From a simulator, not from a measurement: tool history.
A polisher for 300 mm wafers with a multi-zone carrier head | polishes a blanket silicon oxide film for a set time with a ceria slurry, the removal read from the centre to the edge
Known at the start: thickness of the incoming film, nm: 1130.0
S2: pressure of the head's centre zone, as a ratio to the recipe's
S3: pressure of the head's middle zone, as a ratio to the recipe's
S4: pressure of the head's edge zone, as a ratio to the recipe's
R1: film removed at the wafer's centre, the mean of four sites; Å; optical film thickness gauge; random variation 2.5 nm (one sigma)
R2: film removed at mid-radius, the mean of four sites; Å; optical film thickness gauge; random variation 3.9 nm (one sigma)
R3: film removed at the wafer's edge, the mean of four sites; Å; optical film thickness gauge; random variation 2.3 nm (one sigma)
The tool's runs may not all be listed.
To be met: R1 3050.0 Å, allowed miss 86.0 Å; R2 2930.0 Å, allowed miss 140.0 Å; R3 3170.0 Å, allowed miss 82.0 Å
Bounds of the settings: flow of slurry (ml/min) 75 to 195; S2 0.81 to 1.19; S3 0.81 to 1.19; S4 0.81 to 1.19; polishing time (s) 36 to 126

{"run": 1, "hour": 0.0, "flow of slurry (ml/min)": 125, "S2": 1.0, "S3": 1.0, "S4": 1.0, "polishing time (s)": 81, "R1": 2331.8, "R2": 2340.3, "R3": 2412.8}
{"run": 2, "hour": 0.9, "flow of slurry (ml/min)": 125, "S2": 1.04, "S3": 1.0, "S4": 1.0, "polishing time (s)": 81, "R1": 2429.1, "R2": 2314.2, "R3": 2387.2}
{"run": 3, "hour": 7.6, "flow of slurry (ml/min)": 125, "S2": 1.09, "S3": 1.0, "S4": 1.0, "polishing time (s)": 81, "R1": 2549.3, "R2": 2347.5, "R3": 2404.1}
{"run": 4, "hour": 9.8, "flow of slurry (ml/min)": 125, "S2": 1.09, "S3": 1.06, "S4": 1.0, "polishing time (s)": 81, "R1": 2560.5, "R2": 2403.9, "R3": 2381.3}
{"run": 5, "hour": 15.2, "flow of slurry (ml/min)": 125, "S2": 1.09, "S3": 1.01, "S4": 1.0, "polishing time (s)": 81, "R1": 2554.4, "R2": 2317.6, "R3": 2402.5}
{"run": 6, "hour": 16.9, "flow of slurry (ml/min)": 135, "S2": 1.08, "S3": 1.01, "S4": 1.04, "polishing time (s)": 84, "R1": 2694.0, "R2": 2401.6, "R3": 2574.1}
{"run": 7, "hour": 19.7, "flow of slurry (ml/min)": 145, "S2": 1.06, "S3": 1.03, "S4": 1.06, "polishing time (s)": 87, "R1": 2777.1, "R2": 2553.4, "R3": 2685.6}
{"run": 8, "hour": 22.5, "flow of slurry (ml/min)": 145, "S2": 1.06, "S3": 1.03, "S4": 1.06, "polishing time (s)": 87, "R1": 2711.0, "R2": 2616.5, "R3": 2650.6}
{"run": 9, "hour": 28.6, "flow of slurry (ml/min)": 150, "S2": 1.06, "S3": 1.02, "S4": 1.09, "polishing time (s)": 90, "R1": 2834.9, "R2": 2663.7, "R3": 2860.7}
{"run": 10, "hour": 36.6, "flow of slurry (ml/min)": 155, "S2": 1.06, "S3": 1.03, "S4": 1.11, "polishing time (s)": 91, "R1": 2912.3, "R2": 2735.8, "R3": 2918.8}
{"run": 11, "hour": 37.6, "flow of slurry (ml/min)": 160, "S2": 1.06, "S3": 1.03, "S4": 1.13, "polishing time (s)": 92, "R1": 2964.6, "R2": 2762.1, "R3": 3003.3}
{"run": 12, "hour": 45.7, "flow of slurry (ml/min)": 165, "S2": 1.06, "S3": 1.04, "S4": 1.14, "polishing time (s)": 92, "R1": 2933.2, "R2": 2901.3, "R3": 2975.7}
{"run": 13, "hour": 48.5, "flow of slurry (ml/min)": 170, "S2": 1.06, "S3": 1.03, "S4": 1.15, "polishing time (s)": 93, "R1": 2982.8, "R2": 2797.0, "R3": 3041.8}

Which of these 4 next moves meets every target?
{"run": "A", "hour": 51.3, "flow of slurry (ml/min)": 145, "S2": 1.07, "S3": 1.15, "S4": 1.1, "polishing time (s)": 94, "R1": "?", "R2": "?", "R3": "?"}
{"run": "B", "hour": 51.3, "flow of slurry (ml/min)": 155, "S2": 1.05, "S3": 1.02, "S4": 1.17, "polishing time (s)": 96, "R1": "?", "R2": "?", "R3": "?"}
{"run": "C", "hour": 51.3, "flow of slurry (ml/min)": 145, "S2": 0.95, "S3": 0.87, "S4": 1.19, "polishing time (s)": 101, "R1": "?", "R2": "?", "R3": "?"}
{"run": "D", "hour": 51.3, "flow of slurry (ml/min)": 165, "S2": 1.18, "S3": 1.01, "S4": 1.13, "polishing time (s)": 86, "R1": "?", "R2": "?", "R3": "?"}

move=A R1=3016.7 R2=3142.6 R3=2961.1
move=B R1=3055.0 R2=2929.5 R3=3149.4
move=C R1=2869.7 R2=2676.9 R3=3325.6
move=D R1=3110.0 R2=2625.1 R3=2789.8
A: further off than the last run
B: meets every target
C: takes the result that was furthest off past its target
D: further off than the last run
The right move is B.
